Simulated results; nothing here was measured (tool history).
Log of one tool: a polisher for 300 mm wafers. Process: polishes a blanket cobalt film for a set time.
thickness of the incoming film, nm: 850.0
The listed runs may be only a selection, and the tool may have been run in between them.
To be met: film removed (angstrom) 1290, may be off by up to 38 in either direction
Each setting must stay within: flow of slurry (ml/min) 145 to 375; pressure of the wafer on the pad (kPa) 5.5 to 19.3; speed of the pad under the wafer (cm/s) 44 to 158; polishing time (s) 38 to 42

run    day  flow of slurry (ml/min)  pressure of the wafer on the pad (kPa)  speed of the pad under the wafer (cm/s)  polishing time (s)  film removed (angstrom)
  1      0                      240                                    12.4                                      100                  42                   2107.6
  2  0.125                      240                                    11.7                                      100                  42                   1991.7
  3  0.496                      240                                      11                                      100                  42                   1895.2
  4    0.8                      240                                      11                                      100                  42                   1880.8
  5      1                      270                                      11                                      100                  42                   1888.4
  6  1.212                      270                                      11                                      100                  38                   1703.8
  7  1.358                      270                                    10.3                                      100                  38                   1616.4
  8  1.508                      270                                       9                                      100                  38                   1418.7

Exactly one of the 4 candidate moves below puts every result within its allowed miss. Which one?
  A  1.658                      190                                     9.7                                       88                  38                        ?
  B  1.658                      275                                       9                                       98                  38                        ?
  C  1.658                      255                                       9                                      100                  39                        ?
  D  1.658                      265                                     7.6                                      104                  41                        ?

move  film removed (angstrom)
   A                   1295.8
   B                   1385.4
   C                   1441.3
   D                   1353.5
A: every result lands within tolerance
B: moves toward the targets from the last run without getting all of them in spec
C: the biggest miss grows against the last run
D: moves toward the targets from the last run without getting all of them in spec
The right move is A.

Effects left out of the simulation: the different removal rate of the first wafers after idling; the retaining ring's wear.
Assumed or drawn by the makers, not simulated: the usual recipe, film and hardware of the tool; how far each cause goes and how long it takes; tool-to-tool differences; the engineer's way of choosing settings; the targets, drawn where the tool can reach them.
